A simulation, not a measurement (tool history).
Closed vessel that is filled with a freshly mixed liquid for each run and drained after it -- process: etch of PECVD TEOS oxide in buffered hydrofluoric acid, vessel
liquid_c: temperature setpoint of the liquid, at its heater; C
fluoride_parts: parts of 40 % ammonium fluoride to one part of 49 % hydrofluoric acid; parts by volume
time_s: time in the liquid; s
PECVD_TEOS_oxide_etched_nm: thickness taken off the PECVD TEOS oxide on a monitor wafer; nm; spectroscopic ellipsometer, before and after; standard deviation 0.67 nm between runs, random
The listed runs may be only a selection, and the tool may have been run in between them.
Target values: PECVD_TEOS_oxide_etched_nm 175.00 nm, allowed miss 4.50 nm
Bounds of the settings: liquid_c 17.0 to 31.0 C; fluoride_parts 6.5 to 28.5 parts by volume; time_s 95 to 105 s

run	hour	liquid_c	fluoride_parts	time_s	PECVD_TEOS_oxide_etched_nm
1	0.0	23.0	17.5	95	122.37
2	8.3	23.0	17.5	95	123.07
3	14.6	25.0	17.5	95	136.79
4	22.6	25.0	13.0	95	181.60
5	25.3	21.5	13.0	95	151.18
6	32.0	21.5	13.0	95	150.49
# hour 38.4: thermometer replaced
7	38.4	22.5	13.0	95	147.21
8	43.6	23.5	13.0	95	155.34
9	48.7	24.5	13.0	95	163.67
10	56.7	25.0	13.0	95	168.46

Which single option among these 4 for the next run brings every result within its allowed miss of target? Just one does.
A	64.7	20.0	10.5	105	?
B	64.7	27.5	17.0	105	?
C	64.7	29.0	18.0	100	?
D	64.7	22.0	11.5	95	?

move	PECVD_TEOS_oxide_etched_nm
A	173.15
B	162.76
C	158.73
D	160.22
A: each result inside its tolerance
B: the biggest miss grows against the last run
C: the biggest miss grows against the last run
D: the biggest miss grows against the last run
Correct choice: A, which meets every target
